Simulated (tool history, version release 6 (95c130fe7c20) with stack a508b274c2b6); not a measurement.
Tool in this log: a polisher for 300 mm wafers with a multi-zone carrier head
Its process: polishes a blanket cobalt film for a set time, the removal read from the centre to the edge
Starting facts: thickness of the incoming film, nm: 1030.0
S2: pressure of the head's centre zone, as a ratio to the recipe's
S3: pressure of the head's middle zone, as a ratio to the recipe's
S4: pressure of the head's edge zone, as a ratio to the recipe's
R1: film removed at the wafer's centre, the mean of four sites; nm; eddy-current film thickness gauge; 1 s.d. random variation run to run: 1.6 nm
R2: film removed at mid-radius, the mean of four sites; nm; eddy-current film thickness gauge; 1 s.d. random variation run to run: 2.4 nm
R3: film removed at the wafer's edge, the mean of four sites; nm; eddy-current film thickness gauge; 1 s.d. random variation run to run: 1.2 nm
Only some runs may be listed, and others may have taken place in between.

Run 1, hour 0.0: flow of slurry (ml/min) 155, S2 1.00, S3 1.00, S4 1.00, polishing time (s) 35. Result: R1 159.40 nm, R2 161.10 nm, R3 157.88 nm.
Run 2, hour 5.6: flow of slurry (ml/min) 155, S2 1.00, S3 1.00, S4 1.00, polishing time (s) 39. Result: R1 178.85 nm, R2 180.82 nm, R3 176.79 nm.
Run 3, hour 11.9: flow of slurry (ml/min) 155, S2 1.04, S3 1.00, S4 1.00, polishing time (s) 39. Result: R1 183.13 nm, R2 179.10 nm, R3 177.18 nm.
Run 4, hour 16.0: flow of slurry (ml/min) 155, S2 1.04, S3 1.00, S4 1.00, polishing time (s) 44. Result: R1 208.33 nm, R2 201.51 nm, R3 199.15 nm.
Run 5, hour 20.4: flow of slurry (ml/min) 145, S2 1.06, S3 0.98, S4 0.94, polishing time (s) 43. Result: R1 204.58 nm, R2 190.32 nm, R3 189.22 nm.
Run 6, hour 28.3: flow of slurry (ml/min) 145, S2 1.06, S3 0.98, S4 0.94, polishing time (s) 38. Result: R1 179.78 nm, R2 171.51 nm, R3 167.27 nm.

Run 7 comes next. What will it give?
Run 7, hour 31.3: flow of slurry (ml/min) 155, S2 1.08, S3 0.97, S4 0.93, polishing time (s) 38. Result: R1 ?, R2 ?, R3 ?.

Run 7 gave R1 187.11 nm, R2 174.62 nm, R3 167.67 nm.
